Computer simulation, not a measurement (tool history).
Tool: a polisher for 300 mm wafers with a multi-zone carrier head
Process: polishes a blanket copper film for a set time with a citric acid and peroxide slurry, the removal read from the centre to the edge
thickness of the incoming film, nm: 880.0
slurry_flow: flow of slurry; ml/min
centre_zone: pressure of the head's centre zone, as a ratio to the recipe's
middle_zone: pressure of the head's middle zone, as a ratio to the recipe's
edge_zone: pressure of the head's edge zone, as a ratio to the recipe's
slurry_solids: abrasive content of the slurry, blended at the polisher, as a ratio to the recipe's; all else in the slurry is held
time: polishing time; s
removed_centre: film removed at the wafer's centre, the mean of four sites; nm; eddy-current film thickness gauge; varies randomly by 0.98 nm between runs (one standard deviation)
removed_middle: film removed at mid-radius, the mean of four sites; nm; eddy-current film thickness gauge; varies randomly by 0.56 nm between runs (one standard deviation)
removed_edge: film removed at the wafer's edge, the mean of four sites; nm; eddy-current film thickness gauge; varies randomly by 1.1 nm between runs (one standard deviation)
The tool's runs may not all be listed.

Run 1, hour 0: slurry_flow 235 ml/min, centre_zone 1, middle_zone 1, edge_zone 1, slurry_solids 1, time 50 s. Result: removed_centre 80.542 nm, removed_middle 72.981 nm, removed_edge 73.478 nm.
Run 2, hour 3.7: slurry_flow 235 ml/min, centre_zone 1, middle_zone 1, edge_zone 1.08, slurry_solids 1, time 50 s. Result: removed_centre 78.96 nm, removed_middle 71.903 nm, removed_edge 77.729 nm.
Run 3, hour 7.1: slurry_flow 235 ml/min, centre_zone 1, middle_zone 1, edge_zone 1.08, slurry_solids 1, time 37 s. Result: removed_centre 58.19 nm, removed_middle 54.134 nm, removed_edge 57.213 nm.
Run 4, hour 14.7: slurry_flow 235 ml/min, centre_zone 1, middle_zone 1, edge_zone 1.08, slurry_solids 0.9, time 37 s. Result: removed_centre 57.758 nm, removed_middle 52.848 nm, removed_edge 54.994 nm.
Run 5, hour 16.3: slurry_flow 245 ml/min, centre_zone 1, middle_zone 1.04, edge_zone 1.08, slurry_solids 1.05, time 38 s. Result: removed_centre 58.778 nm, removed_middle 58.26 nm, removed_edge 58.771 nm.
At hour 19.1: centre zone pressure recalibrated.
Run 6, hour 19.1: slurry_flow 290 ml/min, centre_zone 1, middle_zone 1.04, edge_zone 1.08, slurry_solids 1.05, time 38 s. Result: removed_centre 57.705 nm, removed_middle 59.111 nm, removed_edge 60.363 nm.
Run 7, hour 24.2: slurry_flow 295 ml/min, centre_zone 1.02, middle_zone 1.07, edge_zone 1.08, slurry_solids 1.15, time 39 s. Result: removed_centre 63.609 nm, removed_middle 64.371 nm, removed_edge 62.818 nm.
Run 8, hour 29.3: slurry_flow 300 ml/min, centre_zone 1.02, middle_zone 1.09, edge_zone 1.09, slurry_solids 1.25, time 40 s. Result: removed_centre 64.651 nm, removed_middle 68.255 nm, removed_edge 64.236 nm.
Run 9, hour 38.1: slurry_flow 310 ml/min, centre_zone 1.02, middle_zone 1.1, edge_zone 1.11, slurry_solids 1.3, time 41 s. Result: removed_centre 66.529 nm, removed_middle 72.461 nm, removed_edge 68.024 nm.
Run 10, hour 45.5: slurry_flow 315 ml/min, centre_zone 1.02, middle_zone 1.11, edge_zone 1.12, slurry_solids 1.35, time 41 s. Result: removed_centre 67.913 nm, removed_middle 72.344 nm, removed_edge 70 nm.
Run 11, hour 49: slurry_flow 320 ml/min, centre_zone 1.02, middle_zone 1.13, edge_zone 1.13, slurry_solids 1.4, time 41 s. Result: removed_centre 68.829 nm, removed_middle 74.737 nm, removed_edge 70.805 nm.
Run 12, hour 53: slurry_flow 325 ml/min, centre_zone 1.02, middle_zone 1.14, edge_zone 1.14, slurry_solids 1.4, time 41 s. Result: removed_centre 68.836 nm, removed_middle 74.991 nm, removed_edge 72.869 nm.
Run 13, hour 54.9: slurry_flow 330 ml/min, centre_zone 1.02, middle_zone 1.15, edge_zone 1.14, slurry_solids 1.4, time 41 s. Result: removed_centre 67.8 nm, removed_middle 76.115 nm, removed_edge 72.83 nm.
Run 14, hour 58.4: slurry_flow 330 ml/min, centre_zone 1.02, middle_zone 1.16, edge_zone 1.14, slurry_solids 1.4, time 41 s. Result: removed_centre 67.089 nm, removed_middle 76.633 nm, removed_edge 71.944 nm.
Run 15, hour 62.7: slurry_flow 330 ml/min, centre_zone 1.03, middle_zone 1.17, edge_zone 1.14, slurry_solids 1.4, time 41 s. Result: removed_centre 68.81 nm, removed_middle 77.005 nm, removed_edge 69.281 nm.

Run 16, settings as shown, results not yet in. Your forecast:
Run 16, hour 64.2: slurry_flow 335 ml/min, centre_zone 1.03, middle_zone 1.17, edge_zone 1.15, slurry_solids 1.4, time 41 s. Result: removed_centre ?, removed_middle ?, removed_edge ?.

For run 16 the tool returned removed_centre 70.413 nm, removed_middle 77.524 nm, removed_edge 72.42 nm.

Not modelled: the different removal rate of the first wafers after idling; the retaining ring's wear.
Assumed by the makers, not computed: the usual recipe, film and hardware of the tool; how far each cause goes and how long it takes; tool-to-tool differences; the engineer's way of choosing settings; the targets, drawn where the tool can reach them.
